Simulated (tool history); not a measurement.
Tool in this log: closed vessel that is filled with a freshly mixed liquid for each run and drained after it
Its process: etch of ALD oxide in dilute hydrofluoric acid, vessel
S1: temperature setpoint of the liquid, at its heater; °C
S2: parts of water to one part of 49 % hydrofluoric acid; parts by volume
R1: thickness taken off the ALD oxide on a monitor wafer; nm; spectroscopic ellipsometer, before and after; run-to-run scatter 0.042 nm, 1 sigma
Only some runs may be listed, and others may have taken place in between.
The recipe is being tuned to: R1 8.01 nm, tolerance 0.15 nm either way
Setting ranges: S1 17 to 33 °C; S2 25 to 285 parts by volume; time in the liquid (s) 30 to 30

Run 1, day 0: S1 25 °C, S2 155 parts by volume, time in the liquid (s) 30. Result: R1 4.9101 nm.
Run 2, day 0.075: S1 27 °C, S2 145 parts by volume, time in the liquid (s) 30. Result: R1 5.7987 nm.
Run 3, day 0.379: S1 30.5 °C, S2 145 parts by volume, time in the liquid (s) 30. Result: R1 6.5405 nm.
Run 4, day 0.708: S1 28.5 °C, S2 145 parts by volume, time in the liquid (s) 30. Result: R1 6.0324 nm.
Run 5, day 0.812: S1 30 °C, S2 145 parts by volume, time in the liquid (s) 30. Result: R1 6.4139 nm.
Run 6, day 0.9: S1 26.5 °C, S2 145 parts by volume, time in the liquid (s) 30. Result: R1 5.6781 nm.
Run 7, day 1.283: S1 28.5 °C, S2 140 parts by volume, time in the liquid (s) 30. Result: R1 6.316 nm.
Run 8, day 1.358: S1 29.5 °C, S2 135 parts by volume, time in the liquid (s) 30. Result: R1 6.8447 nm.
Run 9, day 1.4: S1 30.5 °C, S2 135 parts by volume, time in the liquid (s) 30. Result: R1 7.2229 nm.
Run 10, day 1.583: S1 31 °C, S2 135 parts by volume, time in the liquid (s) 30. Result: R1 7.177 nm.
Run 11, day 1.65: S1 31.5 °C, S2 135 parts by volume, time in the liquid (s) 30. Result: R1 7.4601 nm.
Run 12, day 1.804: S1 31.5 °C, S2 135 parts by volume, time in the liquid (s) 30. Result: R1 7.4122 nm.

5 candidate next runs follow, results not yet known. Just one meets every target within its allowed miss. Identify it.
Run A, day 1.958: S1 32.5 °C, S2 130 parts by volume, time in the liquid (s) 30. Result: R1 ?.
Run B, day 1.958: S1 28.5 °C, S2 110 parts by volume, time in the liquid (s) 30. Result: R1 ?.
Run C, day 1.958: S1 31 °C, S2 120 parts by volume, time in the liquid (s) 30. Result: R1 ?.
Run D, day 1.958: S1 31.5 °C, S2 145 parts by volume, time in the liquid (s) 30. Result: R1 ?.
Run E, day 1.958: S1 33 °C, S2 125 parts by volume, time in the liquid (s) 30. Result: R1 ?.

move      R1
   A  8.0187
   B  8.4135
   C  8.3466
   D  6.7941
   E  8.5507
A: each result inside its tolerance
B: takes the result that was furthest off past its target
C: takes the result that was furthest off past its target
D: moves away from the targets compared with the last run
E: takes the result that was furthest off past its target
The move that meets every target is A.
